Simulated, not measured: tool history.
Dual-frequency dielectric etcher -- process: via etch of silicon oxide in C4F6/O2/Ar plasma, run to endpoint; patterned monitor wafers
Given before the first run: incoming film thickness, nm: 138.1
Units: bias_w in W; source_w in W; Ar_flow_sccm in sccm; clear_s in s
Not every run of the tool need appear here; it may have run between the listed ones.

Run 1, day 0.000: bias_w 432 W, source_w 440 W, Ar_flow_sccm 362 sccm. Result: clear_s 34.210 s.
Run 2, day 0.204: bias_w 432 W, source_w 440 W, Ar_flow_sccm 301 sccm. Result: clear_s 33.019 s.
Run 3, day 0.296: bias_w 444 W, source_w 440 W, Ar_flow_sccm 301 sccm. Result: clear_s 32.487 s.
Run 4, day 0.354: bias_w 516 W, source_w 440 W, Ar_flow_sccm 301 sccm. Result: clear_s 30.302 s.
Run 5, day 0.400: bias_w 510 W, source_w 440 W, Ar_flow_sccm 301 sccm. Result: clear_s 30.466 s.
Run 6, day 0.754: bias_w 510 W, source_w 480 W, Ar_flow_sccm 301 sccm. Result: clear_s 29.199 s.
Run 7, day 0.921: bias_w 496 W, source_w 480 W, Ar_flow_sccm 301 sccm. Result: clear_s 29.378 s.
Run 8, day 1.075: bias_w 483 W, source_w 480 W, Ar_flow_sccm 301 sccm. Result: clear_s 29.887 s.
Run 9, day 1.446: bias_w 474 W, source_w 480 W, Ar_flow_sccm 301 sccm. Result: clear_s 30.186 s.

Run 10 is up next; what results do you expect?
Run 10, day 1.542: bias_w 467 W, source_w 480 W, Ar_flow_sccm 301 sccm. Result: clear_s ?.

{"run 10": {"clear_s": 30.663}}
